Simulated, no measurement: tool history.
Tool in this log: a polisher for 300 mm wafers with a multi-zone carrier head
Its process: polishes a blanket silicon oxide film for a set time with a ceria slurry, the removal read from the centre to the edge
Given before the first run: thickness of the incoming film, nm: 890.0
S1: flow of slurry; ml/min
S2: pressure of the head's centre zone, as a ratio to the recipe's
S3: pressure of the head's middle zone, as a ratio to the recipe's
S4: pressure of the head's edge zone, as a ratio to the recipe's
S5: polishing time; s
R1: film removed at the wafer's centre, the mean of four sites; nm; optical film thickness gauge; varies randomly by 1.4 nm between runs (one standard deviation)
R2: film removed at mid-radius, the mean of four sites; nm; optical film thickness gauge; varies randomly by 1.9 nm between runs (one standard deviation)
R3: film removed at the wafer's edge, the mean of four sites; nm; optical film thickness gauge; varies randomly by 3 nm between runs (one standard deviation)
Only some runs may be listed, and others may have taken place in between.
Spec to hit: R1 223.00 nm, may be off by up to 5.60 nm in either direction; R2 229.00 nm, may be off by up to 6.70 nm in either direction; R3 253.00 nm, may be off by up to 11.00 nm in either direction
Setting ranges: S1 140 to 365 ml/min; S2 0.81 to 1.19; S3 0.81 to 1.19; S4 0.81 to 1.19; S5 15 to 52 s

run    day   S1    S2    S3    S4  S5      R1      R2      R3
  1  0.000  235  1.00  1.00  1.00  33  193.37  196.49  195.46
  2  0.075  285  1.00  1.00  1.00  33  199.27  198.95  199.28
  3  0.104  285  1.08  1.00  1.00  33  214.03  198.11  196.62
  4  0.275  285  1.06  1.00  1.03  34  216.31  207.09  211.83
  5  0.325  285  1.06  0.94  1.03  34  214.26  197.09  210.81
  6  0.492  290  1.06  0.96  1.06  34  214.94  202.26  213.54
  7  0.629  295  1.05  0.96  1.08  35  219.61  207.18  221.12
  8  0.958  295  1.04  0.96  1.10  36  226.71  214.33  231.75
  9  1.258  295  1.02  0.96  1.12  36  222.33  215.33  231.36

Which of these 4 next moves meets every target?
  A  1.558  350  0.99  0.88  1.07  37   ?   ?   ?
  B  1.558  250  1.07  1.01  1.09  35   ?   ?   ?
  C  1.558  240  0.98  0.99  1.19  39   ?   ?   ?
  D  1.558  280  1.08  0.94  1.11  35   ?   ?   ?

move      R1      R2      R3
   A  222.81  205.99  235.07
   B  217.27  209.67  218.06
   C  222.66  228.77  253.17
   D  222.27  200.67  222.53
A: the biggest miss grows against the last run
B: the biggest miss grows against the last run
C: in spec on every target
D: the biggest miss grows against the last run
Go with C: it meets all targets.

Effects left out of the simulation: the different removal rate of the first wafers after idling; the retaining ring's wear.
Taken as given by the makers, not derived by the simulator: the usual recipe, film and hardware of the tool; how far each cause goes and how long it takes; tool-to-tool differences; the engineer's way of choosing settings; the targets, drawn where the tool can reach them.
